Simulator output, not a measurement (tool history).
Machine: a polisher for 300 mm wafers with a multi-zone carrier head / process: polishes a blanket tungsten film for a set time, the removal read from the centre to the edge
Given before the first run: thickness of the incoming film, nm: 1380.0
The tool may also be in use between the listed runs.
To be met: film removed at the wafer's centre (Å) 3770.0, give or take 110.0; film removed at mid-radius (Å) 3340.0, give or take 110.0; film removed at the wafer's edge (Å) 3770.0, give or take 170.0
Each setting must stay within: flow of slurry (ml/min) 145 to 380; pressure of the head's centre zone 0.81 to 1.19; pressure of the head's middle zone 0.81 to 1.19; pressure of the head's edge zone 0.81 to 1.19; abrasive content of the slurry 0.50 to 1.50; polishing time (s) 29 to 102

run  hour  flow of slurry (ml/min)  pressure of the head's centre zone  pressure of the head's middle zone  pressure of the head's edge zone  abrasive content of the slurry  polishing time (s)  film removed at the wafer's centre (Å)  film removed at mid-radius (Å)  film removed at the wafer's edge (Å)
  1   0.0                      245                                1.00                                1.00                              1.00                            1.00                  65                                  3317.6                          3280.2                                3308.3
  2   1.1                      195                                1.00                                1.00                              1.00                            1.00                  65                                  3160.7                          3077.8                                3235.3
  3   8.9                      215                                1.02                                0.99                              1.04                            1.05                  65                                  3359.1                          3188.0                                3326.5
  4  16.8                      215                                1.02                                0.99                              1.04                            1.05                  80                                  4167.0                          3895.2                                4157.6
  5  18.0                      215                                1.02                                0.99                              1.04                            1.20                  80                                  4264.2                          4035.7                                4247.3
  6  21.5                      215                                0.97                                0.99                              1.04                            1.20                  80                                  4063.3                          4159.5                                4373.1
  7  30.3                      205                                0.98                                0.97                              1.01                            1.15                  80                                  4067.8                          3927.2                                4188.1
  8  32.6                      195                                0.98                                0.95                              0.99                            1.10                  80                                  3965.0                          3726.9                                4064.2
  9  41.4                      175                                0.97                                0.88                              0.89                            1.05                  80                                  3762.4                          3471.9                                3781.0

Which of these 4 next moves meets every target?
  A  50.2                      190                                0.94                                0.89                              0.87                            1.15                  80                                       ?                               ?                                     ?
  B  50.2                      190                                0.97                                0.97                              0.92                            1.10                  79                                       ?                               ?                                     ?
  C  50.2                      180                                0.95                                0.90                              0.90                            0.70                  92                                       ?                               ?                                     ?
  D  50.2                      160                                0.96                                0.83                              0.88                            0.80                  89                                       ?                               ?                                     ?

move  film removed at the wafer's centre (Å)  film removed at mid-radius (Å)  film removed at the wafer's edge (Å)
   A                                  3887.2                          3649.6                                3802.1
   B                                  3911.4                          3798.9                                3796.7
   C                                  3821.5                          3584.1                                3769.5
   D                                  3798.2                          3326.9                                3709.9
A: moves away from the targets compared with the last run
B: moves away from the targets compared with the last run
C: moves away from the targets compared with the last run
D: all results land within tolerance of their targets
Answer: D

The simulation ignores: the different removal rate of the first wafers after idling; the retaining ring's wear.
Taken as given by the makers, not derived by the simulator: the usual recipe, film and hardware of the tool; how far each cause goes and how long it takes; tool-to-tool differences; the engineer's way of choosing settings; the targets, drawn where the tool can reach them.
